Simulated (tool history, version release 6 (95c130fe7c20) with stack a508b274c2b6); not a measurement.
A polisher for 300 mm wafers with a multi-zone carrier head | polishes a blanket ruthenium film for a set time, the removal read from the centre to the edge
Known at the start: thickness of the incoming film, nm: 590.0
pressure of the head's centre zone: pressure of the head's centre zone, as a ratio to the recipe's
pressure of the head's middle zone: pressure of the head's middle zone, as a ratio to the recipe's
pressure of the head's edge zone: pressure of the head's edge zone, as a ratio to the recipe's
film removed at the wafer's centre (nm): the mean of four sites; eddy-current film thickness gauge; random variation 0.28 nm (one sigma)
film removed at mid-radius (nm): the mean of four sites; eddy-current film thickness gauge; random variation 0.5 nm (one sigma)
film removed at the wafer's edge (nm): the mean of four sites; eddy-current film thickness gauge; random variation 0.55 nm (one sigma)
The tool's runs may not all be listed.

run  hour  flow of slurry (ml/min)  pressure of the head's centre zone  pressure of the head's middle zone  pressure of the head's edge zone  polishing time (s)  film removed at the wafer's centre (nm)  film removed at mid-radius (nm)  film removed at the wafer's edge (nm)
  1     0                      275                                   1                                   1                                 1                  33                                   26.549                           26.304                                  26.19
  2   1.1                      270                                1.01                                0.99                              1.04                  36                                   28.671                           28.409                                 28.596
  3   6.9                      270                                1.01                                1.06                              1.04                  36                                   29.499                           30.774                                 29.621
  4  15.4                      270                                1.01                                1.06                              0.99                  36                                   29.127                           29.816                                 28.848
  5  23.4                      250                                1.01                                1.01                              1.04                  39                                    31.25                            31.17                                 30.585
  6  27.1                      295                                1.01                                0.98                              1.08                  40                                   32.864                           32.146                                 33.687

The next listed run, before its measurement:
  7  29.9                      320                                1.02                                0.98                               1.1                  40                                        ?                                ?                                      ?

Run 7 gave film removed at the wafer's centre (nm) 33.276, film removed at mid-radius (nm) 31.821, film removed at the wafer's edge (nm) 33.723.
